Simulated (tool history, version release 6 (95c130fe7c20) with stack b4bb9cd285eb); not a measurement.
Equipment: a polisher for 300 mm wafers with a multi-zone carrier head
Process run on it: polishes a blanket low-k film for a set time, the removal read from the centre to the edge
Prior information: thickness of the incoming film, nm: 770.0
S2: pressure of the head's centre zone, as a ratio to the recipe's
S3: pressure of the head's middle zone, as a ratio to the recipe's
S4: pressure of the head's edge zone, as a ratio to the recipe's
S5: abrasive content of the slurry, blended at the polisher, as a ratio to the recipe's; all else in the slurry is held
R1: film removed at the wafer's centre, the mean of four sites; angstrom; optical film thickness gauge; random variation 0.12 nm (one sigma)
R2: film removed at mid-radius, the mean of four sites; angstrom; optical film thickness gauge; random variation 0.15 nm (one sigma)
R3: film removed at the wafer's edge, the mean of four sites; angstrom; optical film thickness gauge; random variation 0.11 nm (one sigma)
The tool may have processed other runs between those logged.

{"run": 1, "hour": 0.0, "flow of slurry (ml/min)": 180, "S2": 1, "S3": 1, "S4": 1, "S5": 1, "polishing time (s)": 38, "R1": 150.48, "R2": 146.12, "R3": 145.97}
{"run": 2, "hour": 3.7, "flow of slurry (ml/min)": 180, "S2": 0.99, "S3": 1.02, "S4": 0.97, "S5": 0.9, "polishing time (s)": 37, "R1": 136.45, "R2": 135.47, "R3": 137.04}
{"run": 3, "hour": 5.0, "flow of slurry (ml/min)": 180, "S2": 0.99, "S3": 1.02, "S4": 0.97, "S5": 0.9, "polishing time (s)": 46, "R1": 168.78, "R2": 170.86, "R3": 166.73}
{"run": 4, "hour": 7.6, "flow of slurry (ml/min)": 180, "S2": 1, "S3": 1.06, "S4": 0.93, "S5": 0.8, "polishing time (s)": 43, "R1": 144.68, "R2": 153.53, "R3": 142.55}
{"run": 5, "hour": 13.8, "flow of slurry (ml/min)": 180, "S2": 1.05, "S3": 1.06, "S4": 0.93, "S5": 0.8, "polishing time (s)": 43, "R1": 150.84, "R2": 149.52, "R3": 138.35}
{"run": 6, "hour": 19.0, "flow of slurry (ml/min)": 170, "S2": 1.05, "S3": 1.07, "S4": 0.91, "S5": 0.75, "polishing time (s)": 42, "R1": 142.4, "R2": 141.79, "R3": 128.77}
{"run": 7, "hour": 20.2, "flow of slurry (ml/min)": 165, "S2": 1.04, "S3": 1.08, "S4": 0.89, "S5": 0.7, "polishing time (s)": 41, "R1": 129.81, "R2": 130.87, "R3": 118.82}
{"run": 8, "hour": 22.8, "flow of slurry (ml/min)": 150, "S2": 0.99, "S3": 1.13, "S4": 0.81, "S5": 0.5, "polishing time (s)": 40, "R1": 86.471, "R2": 98.299, "R3": 81.179}
{"run": 9, "hour": 27.1, "flow of slurry (ml/min)": 150, "S2": 0.99, "S3": 1.13, "S4": 0.81, "S5": 0.5, "polishing time (s)": 40, "R1": 87.57, "R2": 93.469, "R3": 80.713}
{"run": 10, "hour": 32.7, "flow of slurry (ml/min)": 200, "S2": 1.02, "S3": 1.19, "S4": 0.91, "S5": 0.7, "polishing time (s)": 40, "R1": 129.45, "R2": 145.28, "R3": 117.82}
{"run": 11, "hour": 33.9, "flow of slurry (ml/min)": 150, "S2": 1, "S3": 1.13, "S4": 0.87, "S5": 0.7, "polishing time (s)": 40, "R1": 118.99, "R2": 131.59, "R3": 112.35}
{"run": 12, "hour": 36.3, "flow of slurry (ml/min)": 160, "S2": 0.99, "S3": 1.12, "S4": 0.86, "S5": 0.7, "polishing time (s)": 40, "R1": 119.7, "R2": 129.93, "R3": 116.24}
{"run": 13, "hour": 37.4, "flow of slurry (ml/min)": 155, "S2": 0.99, "S3": 1.11, "S4": 0.88, "S5": 0.7, "polishing time (s)": 40, "R1": 119.44, "R2": 131.95, "R3": 111.98}

The next listed run, before its measurement:
{"run": 14, "hour": 38.5, "flow of slurry (ml/min)": 150, "S2": 0.99, "S3": 1.1, "S4": 0.87, "S5": 0.7, "polishing time (s)": 40, "R1": "?", "R2": "?", "R3": "?"}

Run 14 came out at R1 120.12 angstrom, R2 127.98 angstrom, R3 113.15 angstrom.

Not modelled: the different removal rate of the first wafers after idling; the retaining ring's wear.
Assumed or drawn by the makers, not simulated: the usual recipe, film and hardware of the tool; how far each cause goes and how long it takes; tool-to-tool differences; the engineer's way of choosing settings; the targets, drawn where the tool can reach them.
